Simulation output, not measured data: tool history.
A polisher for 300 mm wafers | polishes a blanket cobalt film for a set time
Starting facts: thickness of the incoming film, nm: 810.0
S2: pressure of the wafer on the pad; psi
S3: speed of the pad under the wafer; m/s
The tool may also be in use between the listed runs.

run 1 day=0 | flow_of_slurry_(ml/min)=155 S2=1.2 S3=1 polishing_time_(s)=119 | film_removed_(nm)=364.14
run 2 day=0.225 | flow_of_slurry_(ml/min)=160 S2=1.4 S3=1.04 polishing_time_(s)=119 | film_removed_(nm)=441.49
run 3 day=0.538 | flow_of_slurry_(ml/min)=160 S2=1.4 S3=1.04 polishing_time_(s)=125 | film_removed_(nm)=448.63
run 4 day=0.729 | flow_of_slurry_(ml/min)=160 S2=1.5 S3=1.1 polishing_time_(s)=125 | film_removed_(nm)=500.65
run 5 day=0.958 | flow_of_slurry_(ml/min)=165 S2=1.6 S3=1.16 polishing_time_(s)=125 | film_removed_(nm)=570.66
run 6 day=1 | flow_of_slurry_(ml/min)=170 S2=1.7 S3=1.18 polishing_time_(s)=125 | film_removed_(nm)=609.35
run 7 day=1.058 | flow_of_slurry_(ml/min)=170 S2=1.7 S3=1.22 polishing_time_(s)=125 | film_removed_(nm)=632.96
run 8 day=1.142 | flow_of_slurry_(ml/min)=170 S2=1.7 S3=1.24 polishing_time_(s)=125 | film_removed_(nm)=635.29
run 9 day=1.488 | flow_of_slurry_(ml/min)=170 S2=1.7 S3=1.26 polishing_time_(s)=125 | film_removed_(nm)=643.58

Predict the results of run 10:
run 10 day=1.733 | flow_of_slurry_(ml/min)=170 S2=1.7 S3=1.28 polishing_time_(s)=125 | film_removed_(nm)=?

Run 10 produced film removed (nm) 664.71.
